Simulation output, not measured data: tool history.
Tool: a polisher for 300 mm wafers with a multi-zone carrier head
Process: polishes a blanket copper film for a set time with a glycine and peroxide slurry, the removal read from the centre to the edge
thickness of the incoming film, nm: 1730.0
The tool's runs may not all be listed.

| run | day | flow of slurry (ml/min) | pressure of the head's centre zone | pressure of the head's middle zone | pressure of the head's edge zone | polishing time (s) | film removed at the wafer's centre (angstrom) | film removed at mid-radius (angstrom) | film removed at the wafer's edge (angstrom) |
|---|---|---|---|---|---|---|---|---|---|
| 1 | 0 | 140 | 1 | 1 | 1 | 70 | 5420.4 | 5528.3 | 5457.2 |
| 2 | 0.212 | 110 | 1 | 1 | 1 | 70 | 5091 | 5146.1 | 5222.6 |
| 3 | 0.296 | 110 | 0.92 | 1 | 1 | 70 | 4620 | 5154.7 | 5249.7 |
| 4 | 0.542 | 125 | 0.95 | 1.02 | 0.95 | 69 | 4906.7 | 5372.7 | 5118.4 |
| 5 | 0.871 | 125 | 0.95 | 1.02 | 0.91 | 69 | 4953.6 | 5325 | 5036.9 |
| 6 | 1.246 | 135 | 0.96 | 1.04 | 0.88 | 68 | 5040.2 | 5464.7 | 5009.6 |

Forecast run 7:
| 7 | 1.546 | 145 | 0.98 | 1.06 | 0.86 | 67 | ? | ? | ? |

film removed at the wafer's centre (angstrom): 5220.1
film removed at mid-radius (angstrom): 5534.9
film removed at the wafer's edge (angstrom): 4899.1

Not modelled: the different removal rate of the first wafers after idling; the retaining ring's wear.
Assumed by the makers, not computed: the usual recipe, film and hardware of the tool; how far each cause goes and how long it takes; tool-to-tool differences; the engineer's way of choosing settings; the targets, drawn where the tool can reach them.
